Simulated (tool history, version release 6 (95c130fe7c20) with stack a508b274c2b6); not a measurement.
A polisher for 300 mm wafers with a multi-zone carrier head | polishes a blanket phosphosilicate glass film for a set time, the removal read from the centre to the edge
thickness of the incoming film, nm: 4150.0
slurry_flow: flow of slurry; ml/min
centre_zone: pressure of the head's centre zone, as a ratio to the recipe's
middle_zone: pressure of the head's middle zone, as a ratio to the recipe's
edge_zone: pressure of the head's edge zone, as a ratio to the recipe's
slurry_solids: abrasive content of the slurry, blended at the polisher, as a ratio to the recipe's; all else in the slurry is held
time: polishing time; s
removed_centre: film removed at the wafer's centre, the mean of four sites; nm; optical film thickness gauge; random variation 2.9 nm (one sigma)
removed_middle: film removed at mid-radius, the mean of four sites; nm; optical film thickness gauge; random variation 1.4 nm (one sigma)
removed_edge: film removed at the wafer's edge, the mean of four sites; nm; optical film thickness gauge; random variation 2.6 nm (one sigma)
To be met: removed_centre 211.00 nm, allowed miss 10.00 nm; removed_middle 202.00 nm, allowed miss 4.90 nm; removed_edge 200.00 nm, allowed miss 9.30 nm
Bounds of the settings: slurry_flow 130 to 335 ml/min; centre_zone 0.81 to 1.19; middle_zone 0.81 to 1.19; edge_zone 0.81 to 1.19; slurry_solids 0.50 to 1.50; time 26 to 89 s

run    day  slurry_flow  centre_zone  middle_zone  edge_zone  slurry_solids  time  removed_centre  removed_middle  removed_edge
  1  0.000          215         1.00         1.00       1.00           1.00    57          283.35          283.16        285.29
  2  0.296          215         0.93         1.00       1.00           1.00    57          255.71          283.72        276.62
  3  0.488          235         0.93         1.00       1.00           1.00    57          264.75          286.51        280.96
  4  0.762          235         0.93         1.00       1.00           1.00    50          226.34          250.23        247.52
  5  0.850          235         0.93         0.94       1.00           1.00    50          228.59          235.15        252.94
  6  0.917          235         0.93         0.94       1.00           1.10    50          238.69          244.81        262.01
  7  1.171          220         1.01         0.93       0.90           0.85    48          220.75          210.94        217.42
  8  1.196          215         1.01         0.93       0.89           0.85    48          222.41          210.63        208.57

Which of these 5 next moves meets every target?
  A  1.221          160         1.17         0.93       0.84           0.85    47               ?               ?             ?
  B  1.221          185         0.98         0.91       0.81           0.80    49               ?               ?             ?
  C  1.221          265         1.11         1.01       0.88           0.55    54               ?               ?             ?
  D  1.221          215         1.01         1.02       0.85           0.80    46               ?               ?             ?
  E  1.221          280         0.96         0.97       0.89           0.75    51               ?               ?             ?

move  removed_centre  removed_middle  removed_edge
   A          242.93          195.53        198.86
   B          212.87          200.75        203.10
   C          242.78          218.86        207.88
   D          211.33          211.99        197.70
   E          224.90          226.90        223.78
A: takes the result that was furthest off past its target
B: meets every target
C: further off than the last run
D: further off than the last run
E: further off than the last run
Move B is the one to make.

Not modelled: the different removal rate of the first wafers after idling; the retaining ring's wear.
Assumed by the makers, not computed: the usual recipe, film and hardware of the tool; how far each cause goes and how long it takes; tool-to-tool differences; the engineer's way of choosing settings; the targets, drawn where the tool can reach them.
